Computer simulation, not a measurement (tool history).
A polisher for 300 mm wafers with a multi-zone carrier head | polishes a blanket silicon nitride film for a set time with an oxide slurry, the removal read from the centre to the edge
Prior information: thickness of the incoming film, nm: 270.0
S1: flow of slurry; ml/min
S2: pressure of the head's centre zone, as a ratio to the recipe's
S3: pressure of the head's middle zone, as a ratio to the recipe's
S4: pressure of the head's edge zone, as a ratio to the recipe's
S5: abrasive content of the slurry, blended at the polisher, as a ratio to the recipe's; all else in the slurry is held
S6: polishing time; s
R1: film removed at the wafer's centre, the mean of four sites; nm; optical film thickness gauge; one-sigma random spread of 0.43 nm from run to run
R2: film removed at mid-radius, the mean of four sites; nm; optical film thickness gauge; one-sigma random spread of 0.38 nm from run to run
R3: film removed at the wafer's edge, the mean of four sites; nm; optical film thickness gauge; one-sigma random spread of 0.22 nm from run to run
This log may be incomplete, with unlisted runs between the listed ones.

| run | day | S1 | S2 | S3 | S4 | S5 | S6 | R1 | R2 | R3 |
|---|---|---|---|---|---|---|---|---|---|---|
| 1 | 0.000 | 140 | 1.00 | 1.00 | 1.00 | 1.00 | 73 | 38.357 | 38.114 | 39.126 |
| 2 | 0.142 | 140 | 1.07 | 1.00 | 1.00 | 1.00 | 73 | 40.620 | 38.286 | 38.384 |
| 3 | 0.504 | 140 | 1.07 | 1.06 | 1.00 | 1.00 | 73 | 40.804 | 40.333 | 38.610 |
| 4 | 0.562 | 135 | 1.05 | 1.06 | 0.98 | 1.00 | 73 | 39.676 | 38.744 | 38.335 |
| 5 | 0.696 | 135 | 1.05 | 0.99 | 0.98 | 1.00 | 73 | 39.921 | 37.089 | 38.761 |
| 6 | 0.758 | 135 | 1.04 | 1.01 | 0.98 | 0.95 | 73 | 37.836 | 37.405 | 37.204 |
| 7 | 1.071 | 130 | 1.03 | 1.01 | 0.96 | 0.95 | 73 | 37.233 | 36.868 | 36.972 |
| 8 | 1.171 | 125 | 1.03 | 1.02 | 0.95 | 0.95 | 73 | 35.744 | 37.199 | 36.561 |
| 9 | 1.329 | 120 | 1.04 | 1.02 | 0.94 | 0.95 | 73 | 36.107 | 36.649 | 35.474 |
| 10 | 1.683 | 115 | 1.04 | 1.02 | 0.94 | 0.95 | 73 | 36.251 | 36.129 | 35.785 |
| 11 | 1.992 | 110 | 1.04 | 1.02 | 0.93 | 0.95 | 73 | 35.662 | 35.407 | 35.141 |
| 12 | 2.229 | 105 | 1.04 | 1.02 | 0.92 | 0.95 | 73 | 34.774 | 34.989 | 35.013 |
| 13 | 2.308 | 105 | 1.04 | 1.03 | 0.91 | 0.95 | 73 | 35.347 | 35.261 | 34.635 |
| 14 | 2.412 | 105 | 1.04 | 1.03 | 0.91 | 0.95 | 73 | 35.586 | 36.014 | 34.673 |

The next listed run, before its measurement:
| 15 | 2.742 | 105 | 1.04 | 1.03 | 0.91 | 0.95 | 73 | ? | ? | ? |

Run 15 yielded R1 35.354 nm, R2 35.682 nm, R3 34.861 nm.
